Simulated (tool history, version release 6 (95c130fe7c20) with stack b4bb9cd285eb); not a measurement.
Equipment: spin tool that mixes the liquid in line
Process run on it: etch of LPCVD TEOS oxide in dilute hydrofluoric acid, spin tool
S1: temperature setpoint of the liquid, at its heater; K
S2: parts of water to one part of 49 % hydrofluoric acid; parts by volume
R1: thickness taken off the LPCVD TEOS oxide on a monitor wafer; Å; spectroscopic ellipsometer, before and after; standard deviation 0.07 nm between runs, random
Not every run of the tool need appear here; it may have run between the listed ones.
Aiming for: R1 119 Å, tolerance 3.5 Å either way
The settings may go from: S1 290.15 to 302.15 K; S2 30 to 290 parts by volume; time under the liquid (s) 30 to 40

Run 1, hour 0: S1 294.15 K, S2 160 parts by volume, time under the liquid (s) 40. Result: R1 67.623 Å.
Run 2, hour 5.5: S1 294.15 K, S2 160 parts by volume, time under the liquid (s) 40. Result: R1 66.97 Å.
Run 3, hour 9.5: S1 290.65 K, S2 160 parts by volume, time under the liquid (s) 40. Result: R1 58.767 Å.
Run 4, hour 11.1: S1 292.15 K, S2 155 parts by volume, time under the liquid (s) 40. Result: R1 64.654 Å.
Run 5, hour 16.3: S1 292.15 K, S2 155 parts by volume, time under the liquid (s) 40. Result: R1 64.778 Å.
Run 6, hour 17.4: S1 293.15 K, S2 150 parts by volume, time under the liquid (s) 40. Result: R1 70.517 Å.
Run 7, hour 19.4: S1 294.15 K, S2 145 parts by volume, time under the liquid (s) 40. Result: R1 76.183 Å.
Run 8, hour 24.4: S1 295.15 K, S2 145 parts by volume, time under the liquid (s) 40. Result: R1 78.818 Å.
Run 9, hour 25: S1 296.15 K, S2 140 parts by volume, time under the liquid (s) 40. Result: R1 85.808 Å.
Run 10, hour 33.3: S1 296.65 K, S2 140 parts by volume, time under the liquid (s) 40. Result: R1 87.247 Å.
Run 11, hour 38: S1 297.15 K, S2 140 parts by volume, time under the liquid (s) 40. Result: R1 88.627 Å.
Run 12, hour 39.2: S1 297.65 K, S2 140 parts by volume, time under the liquid (s) 40. Result: R1 90.846 Å.

5 next moves are on the table. One of them brings every result within its allowed miss. Which?
Run A, hour 40.4: S1 297.15 K, S2 100 parts by volume, time under the liquid (s) 40. Result: R1 ?.
Run B, hour 40.4: S1 297.15 K, S2 190 parts by volume, time under the liquid (s) 40. Result: R1 ?.
Run C, hour 40.4: S1 300.15 K, S2 120 parts by volume, time under the liquid (s) 40. Result: R1 ?.
Run D, hour 40.4: S1 298.15 K, S2 105 parts by volume, time under the liquid (s) 40. Result: R1 ?.
Run E, hour 40.4: S1 299.65 K, S2 110 parts by volume, time under the liquid (s) 40. Result: R1 ?.

move      R1
   A  129.32
   B  61.353
   C  118.06
   D  127.31
   E  127.99
A: the result that was furthest off in the last run now lies on the other side of its target
B: the biggest miss grows against the last run
C: every result lands within tolerance
D: the result that was furthest off in the last run now lies on the other side of its target
E: the result that was furthest off in the last run now lies on the other side of its target
Correct choice: C, which meets every target
